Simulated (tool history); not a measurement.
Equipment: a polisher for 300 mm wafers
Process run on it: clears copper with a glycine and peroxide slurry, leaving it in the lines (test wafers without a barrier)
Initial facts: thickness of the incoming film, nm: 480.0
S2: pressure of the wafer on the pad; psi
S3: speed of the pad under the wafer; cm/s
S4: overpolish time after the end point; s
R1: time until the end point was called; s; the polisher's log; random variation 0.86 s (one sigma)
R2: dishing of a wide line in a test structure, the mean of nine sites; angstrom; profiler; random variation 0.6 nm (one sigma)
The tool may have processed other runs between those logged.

Run 1, hour 0: flow of slurry (ml/min) 225, S2 3.1 psi, S3 78 cm/s, S4 19 s. Result: R1 97.579 s, R2 629 angstrom.
Run 2, hour 3.8: flow of slurry (ml/min) 225, S2 3.1 psi, S3 78 cm/s, S4 11 s. Result: R1 98.282 s, R2 405.38 angstrom.
Run 3, hour 6.5: flow of slurry (ml/min) 225, S2 3.1 psi, S3 78 cm/s, S4 6 s. Result: R1 99.301 s, R2 236.3 angstrom.
Run 4, hour 8.5: flow of slurry (ml/min) 225, S2 2.7 psi, S3 78 cm/s, S4 6 s. Result: R1 107.32 s, R2 215.65 angstrom.
Run 5, hour 14.8: flow of slurry (ml/min) 225, S2 2.7 psi, S3 78 cm/s, S4 6 s. Result: R1 108.66 s, R2 213.04 angstrom.
Run 6, hour 23: flow of slurry (ml/min) 225, S2 2.7 psi, S3 78 cm/s, S4 6 s. Result: R1 109.15 s, R2 211.98 angstrom.
Run 7, hour 25.2: flow of slurry (ml/min) 225, S2 2.8 psi, S3 78 cm/s, S4 6 s. Result: R1 106.35 s, R2 214.9 angstrom.
Run 8, hour 26.2: flow of slurry (ml/min) 225, S2 2.9 psi, S3 78 cm/s, S4 6 s. Result: R1 103.32 s, R2 231.06 angstrom.
Run 9, hour 32.9: flow of slurry (ml/min) 225, S2 2.9 psi, S3 78 cm/s, S4 6 s. Result: R1 102.81 s, R2 226.31 angstrom.
Run 10, hour 38.7: flow of slurry (ml/min) 225, S2 3 psi, S3 78 cm/s, S4 6 s. Result: R1 100.91 s, R2 230.51 angstrom.

For run 11, what comes out?
Run 11, hour 40: flow of slurry (ml/min) 225, S2 3.1 psi, S3 78 cm/s, S4 6 s. Result: R1 ?, R2 ?.

R1: 98.416 s
R2: 237.57 angstrom
